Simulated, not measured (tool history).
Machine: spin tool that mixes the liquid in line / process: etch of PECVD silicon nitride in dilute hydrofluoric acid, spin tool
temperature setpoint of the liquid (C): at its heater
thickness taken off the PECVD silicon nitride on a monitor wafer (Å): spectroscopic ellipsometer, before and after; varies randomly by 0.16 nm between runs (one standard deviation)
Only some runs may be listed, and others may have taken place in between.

run	hour	temperature setpoint of the liquid (C)	parts of water to one part of 49 % hydrofluoric acid (parts by volume)	time under the liquid (s)	thickness taken off the PECVD silicon nitride on a monitor wafer (Å)
1	0	26	205	310	97.957
2	6.9	26	150	310	134.65
3	13.4	27	150	310	142.63
4	21.3	27	150	330	155.44
5	27.2	27	185	330	124.18
6	35.4	29	185	330	138.01

The next listed run, before its measurement:
7	43.2	30	185	330	?

{"run 7": {"thickness taken off the PECVD silicon nitride on a monitor wafer (Å)": 148.4}}

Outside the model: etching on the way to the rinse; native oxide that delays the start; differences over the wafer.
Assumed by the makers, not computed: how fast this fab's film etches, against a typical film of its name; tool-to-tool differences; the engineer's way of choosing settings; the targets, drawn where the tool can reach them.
